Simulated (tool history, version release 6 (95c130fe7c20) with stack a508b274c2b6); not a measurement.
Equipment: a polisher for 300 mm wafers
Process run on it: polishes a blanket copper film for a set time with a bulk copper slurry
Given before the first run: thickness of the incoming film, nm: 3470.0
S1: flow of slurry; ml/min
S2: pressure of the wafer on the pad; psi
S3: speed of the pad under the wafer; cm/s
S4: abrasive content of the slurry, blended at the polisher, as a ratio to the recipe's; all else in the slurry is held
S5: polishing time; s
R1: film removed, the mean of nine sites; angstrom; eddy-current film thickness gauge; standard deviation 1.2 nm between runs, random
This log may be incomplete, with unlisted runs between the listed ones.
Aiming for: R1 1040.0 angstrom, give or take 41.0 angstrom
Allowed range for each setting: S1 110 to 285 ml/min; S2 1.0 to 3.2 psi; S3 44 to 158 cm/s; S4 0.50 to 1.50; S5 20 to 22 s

{"run": 1, "hour": 0.0, "S1": 180, "S2": 2.1, "S3": 100, "S4": 1.0, "S5": 22, "R1": 1241.1}
{"run": 2, "hour": 0.6, "S1": 180, "S2": 2.1, "S3": 100, "S4": 0.9, "S5": 22, "R1": 1236.5}
{"run": 3, "hour": 3.9, "S1": 180, "S2": 2.4, "S3": 100, "S4": 0.9, "S5": 22, "R1": 1376.6}
{"run": 4, "hour": 4.7, "S1": 180, "S2": 2.4, "S3": 114, "S4": 0.9, "S5": 22, "R1": 1565.6}
{"run": 5, "hour": 7.6, "S1": 180, "S2": 2.7, "S3": 114, "S4": 0.9, "S5": 22, "R1": 1734.7}
{"run": 6, "hour": 14.4, "S1": 180, "S2": 2.3, "S3": 112, "S4": 0.9, "S5": 22, "R1": 1510.8}
{"run": 7, "hour": 17.5, "S1": 180, "S2": 2.0, "S3": 110, "S4": 0.9, "S5": 22, "R1": 1298.8}
{"run": 8, "hour": 26.1, "S1": 180, "S2": 1.8, "S3": 110, "S4": 0.9, "S5": 22, "R1": 1184.4}
{"run": 9, "hour": 28.5, "S1": 180, "S2": 1.7, "S3": 110, "S4": 0.9, "S5": 22, "R1": 1137.1}
{"run": 10, "hour": 34.5, "S1": 180, "S2": 1.6, "S3": 110, "S4": 0.9, "S5": 22, "R1": 1091.1}

Next run, 4 choices. One meets every target within its allowed miss, the rest don't. Which?
{"run": "A", "hour": 40.5, "S1": 180, "S2": 1.9, "S3": 100, "S4": 0.95, "S5": 22, "R1": "?"}
{"run": "B", "hour": 40.5, "S1": 235, "S2": 2.2, "S3": 98, "S4": 1.1, "S5": 20, "R1": "?"}
{"run": "C", "hour": 40.5, "S1": 210, "S2": 1.5, "S3": 116, "S4": 1.0, "S5": 22, "R1": "?"}
{"run": "D", "hour": 40.5, "S1": 180, "S2": 1.6, "S3": 104, "S4": 1.0, "S5": 22, "R1": "?"}

move=A R1=1141.6
move=B R1=1216.9
move=C R1=1118.9
move=D R1=1040.5
A: its largest miss is bigger than the last run's
B: its largest miss is bigger than the last run's
C: its largest miss is bigger than the last run's
D: each result inside its tolerance
The move that meets every target is D.

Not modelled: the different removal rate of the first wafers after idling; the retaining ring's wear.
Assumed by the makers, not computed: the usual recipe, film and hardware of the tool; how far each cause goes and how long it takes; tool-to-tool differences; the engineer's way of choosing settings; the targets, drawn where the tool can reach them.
